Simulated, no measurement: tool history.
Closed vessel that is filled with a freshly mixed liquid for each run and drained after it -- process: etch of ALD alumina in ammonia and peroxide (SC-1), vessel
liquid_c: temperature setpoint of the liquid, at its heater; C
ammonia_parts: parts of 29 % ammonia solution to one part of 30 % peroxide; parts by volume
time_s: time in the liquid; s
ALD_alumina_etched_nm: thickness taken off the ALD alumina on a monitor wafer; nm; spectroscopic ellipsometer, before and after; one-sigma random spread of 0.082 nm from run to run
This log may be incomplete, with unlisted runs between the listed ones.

| run | hour | liquid_c | ammonia_parts | time_s | ALD_alumina_etched_nm |
|---|---|---|---|---|---|
| 1 | 0.0 | 50 | 0.45 | 635 | 26.537 |
| 2 | 4.1 | 50 | 0.45 | 635 | 26.526 |
| 3 | 7.7 | 56 | 0.45 | 635 | 37.087 |
| 4 | 16.8 | 56 | 0.45 | 635 | 36.778 |
| 5 | 20.5 | 61 | 0.45 | 635 | 47.880 |
| 6 | 27.4 | 61 | 0.45 | 680 | 51.701 |
| 7 | 34.2 | 55 | 0.40 | 675 | 36.633 |
| 8 | 38.0 | 51 | 0.40 | 675 | 29.589 |
| 9 | 41.5 | 43 | 0.40 | 675 | 18.608 |

Run 10 has not been measured yet. What should we expect?
| 10 | 42.5 | 42 | 0.40 | 675 | ? |

Run 10 yielded ALD_alumina_etched_nm 17.474 nm.

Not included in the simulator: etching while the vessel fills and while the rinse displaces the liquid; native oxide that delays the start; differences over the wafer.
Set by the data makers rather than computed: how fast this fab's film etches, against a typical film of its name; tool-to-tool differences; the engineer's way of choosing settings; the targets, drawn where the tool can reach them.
